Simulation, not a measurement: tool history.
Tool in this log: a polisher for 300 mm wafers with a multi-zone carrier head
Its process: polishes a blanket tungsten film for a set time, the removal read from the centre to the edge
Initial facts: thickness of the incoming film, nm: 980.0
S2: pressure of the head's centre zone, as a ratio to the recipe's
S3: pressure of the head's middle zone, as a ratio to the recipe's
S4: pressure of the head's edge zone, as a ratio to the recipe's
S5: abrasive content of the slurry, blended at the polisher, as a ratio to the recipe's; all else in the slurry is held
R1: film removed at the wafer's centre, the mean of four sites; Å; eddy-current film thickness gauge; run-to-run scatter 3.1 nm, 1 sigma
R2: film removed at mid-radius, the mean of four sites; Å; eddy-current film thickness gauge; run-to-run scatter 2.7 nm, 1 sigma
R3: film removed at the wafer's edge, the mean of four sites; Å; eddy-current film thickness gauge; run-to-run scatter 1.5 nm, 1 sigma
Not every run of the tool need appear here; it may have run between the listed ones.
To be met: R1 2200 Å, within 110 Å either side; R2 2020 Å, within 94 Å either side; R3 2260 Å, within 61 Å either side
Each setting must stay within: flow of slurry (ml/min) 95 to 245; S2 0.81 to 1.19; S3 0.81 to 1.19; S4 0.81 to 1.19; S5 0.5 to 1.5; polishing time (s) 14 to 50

{"run": 1, "day": 0.0, "flow of slurry (ml/min)": 155, "S2": 1, "S3": 1, "S4": 1, "S5": 1, "polishing time (s)": 32, "R1": 1513.5, "R2": 1501.4, "R3": 1621.6}
{"run": 2, "day": 0.267, "flow of slurry (ml/min)": 155, "S2": 0.95, "S3": 1, "S4": 1, "S5": 1, "polishing time (s)": 32, "R1": 1412.8, "R2": 1533.2, "R3": 1613.9}
{"run": 3, "day": 0.471, "flow of slurry (ml/min)": 125, "S2": 0.95, "S3": 1, "S4": 1, "S5": 1, "polishing time (s)": 32, "R1": 1402.1, "R2": 1440.8, "R3": 1572.4}
{"run": 4, "day": 0.8, "flow of slurry (ml/min)": 125, "S2": 0.95, "S3": 1, "S4": 1, "S5": 1, "polishing time (s)": 25, "R1": 1064.3, "R2": 1164.4, "R3": 1252.2}
{"run": 5, "day": 0.938, "flow of slurry (ml/min)": 125, "S2": 0.95, "S3": 1, "S4": 0.92, "S5": 1, "polishing time (s)": 25, "R1": 1067.8, "R2": 1154.1, "R3": 1183.5}
{"run": 6, "day": 1.117, "flow of slurry (ml/min)": 125, "S2": 0.95, "S3": 1, "S4": 0.92, "S5": 1.1, "polishing time (s)": 25, "R1": 1122.6, "R2": 1182.5, "R3": 1209.8}
{"run": 7, "day": 1.492, "flow of slurry (ml/min)": 140, "S2": 0.97, "S3": 1.01, "S4": 0.98, "S5": 1.2, "polishing time (s)": 27, "R1": 1254.8, "R2": 1301, "R3": 1406.1}
{"run": 8, "day": 1.854, "flow of slurry (ml/min)": 155, "S2": 1.01, "S3": 1.04, "S4": 1.01, "S5": 1.25, "polishing time (s)": 29, "R1": 1447.2, "R2": 1526.5, "R3": 1564.2}
{"run": 9, "day": 1.958, "flow of slurry (ml/min)": 165, "S2": 1.04, "S3": 1.04, "S4": 1.05, "S5": 1.3, "polishing time (s)": 30, "R1": 1555.3, "R2": 1602.5, "R3": 1678.3}
{"run": 10, "day": 2.104, "flow of slurry (ml/min)": 165, "S2": 1.04, "S3": 1.04, "S4": 1.05, "S5": 1.3, "polishing time (s)": 30, "R1": 1599.4, "R2": 1591.8, "R3": 1664.2}
{"run": 11, "day": 2.129, "flow of slurry (ml/min)": 170, "S2": 1.05, "S3": 1.04, "S4": 1.08, "S5": 1.35, "polishing time (s)": 31, "R1": 1684.8, "R2": 1669.2, "R3": 1771.2}
{"run": 12, "day": 2.225, "flow of slurry (ml/min)": 170, "S2": 1.05, "S3": 1.04, "S4": 1.08, "S5": 1.35, "polishing time (s)": 31, "R1": 1644.8, "R2": 1660.1, "R3": 1766.7}
{"run": 13, "day": 2.592, "flow of slurry (ml/min)": 180, "S2": 1.07, "S3": 1.04, "S4": 1.1, "S5": 1.4, "polishing time (s)": 32, "R1": 1796.3, "R2": 1737.7, "R3": 1862.7}
{"run": 14, "day": 2.95, "flow of slurry (ml/min)": 185, "S2": 1.08, "S3": 1.04, "S4": 1.12, "S5": 1.4, "polishing time (s)": 33, "R1": 1901.3, "R2": 1821, "R3": 1964.9}
{"run": 15, "day": 3.162, "flow of slurry (ml/min)": 190, "S2": 1.08, "S3": 1.04, "S4": 1.14, "S5": 1.4, "polishing time (s)": 34, "R1": 1945.3, "R2": 1900.9, "R3": 2039.7}
{"run": 16, "day": 3.462, "flow of slurry (ml/min)": 195, "S2": 1.09, "S3": 1.03, "S4": 1.15, "S5": 1.4, "polishing time (s)": 34, "R1": 1933.9, "R2": 1880.5, "R3": 2069}
{"run": 17, "day": 3.629, "flow of slurry (ml/min)": 200, "S2": 1.1, "S3": 1.03, "S4": 1.16, "S5": 1.4, "polishing time (s)": 34, "R1": 1948, "R2": 1849.6, "R3": 2060.8}

Next run, 5 choices. One meets every target within its allowed miss, the rest don't. Which?
{"run": "A", "day": 3.796, "flow of slurry (ml/min)": 190, "S2": 1.03, "S3": 1.06, "S4": 1.14, "S5": 1.45, "polishing time (s)": 35, "R1": "?", "R2": "?", "R3": "?"}
{"run": "B", "day": 3.796, "flow of slurry (ml/min)": 240, "S2": 0.81, "S3": 0.91, "S4": 1.19, "S5": 1.05, "polishing time (s)": 39, "R1": "?", "R2": "?", "R3": "?"}
{"run": "C", "day": 3.796, "flow of slurry (ml/min)": 220, "S2": 1.01, "S3": 1.03, "S4": 1.19, "S5": 1.1, "polishing time (s)": 39, "R1": "?", "R2": "?", "R3": "?"}
{"run": "D", "day": 3.796, "flow of slurry (ml/min)": 245, "S2": 1.1, "S3": 1.01, "S4": 1.15, "S5": 1.35, "polishing time (s)": 37, "R1": "?", "R2": "?", "R3": "?"}
{"run": "E", "day": 3.796, "flow of slurry (ml/min)": 215, "S2": 0.95, "S3": 1.18, "S4": 1.17, "S5": 1.45, "polishing time (s)": 36, "R1": "?", "R2": "?", "R3": "?"}

move=A R1=1909.3 R2=1992.9 R3=2130.3
move=B R1=1579.6 R2=1845.6 R3=2278.4
move=C R1=1977.5 R2=2050.7 R3=2286.1
move=D R1=2188 R2=2044.4 R3=2271.3
move=E R1=1843.1 R2=2283.2 R3=2242.1
A: better than the last run, though not everything is in spec
B: brings the last run's worst result on target, with another outside its allowed miss
C: brings the last run's worst result on target, with another outside its allowed miss
D: hits every target within its allowed miss
E: brings the last run's worst result on target, with another outside its allowed miss
The right move is D.

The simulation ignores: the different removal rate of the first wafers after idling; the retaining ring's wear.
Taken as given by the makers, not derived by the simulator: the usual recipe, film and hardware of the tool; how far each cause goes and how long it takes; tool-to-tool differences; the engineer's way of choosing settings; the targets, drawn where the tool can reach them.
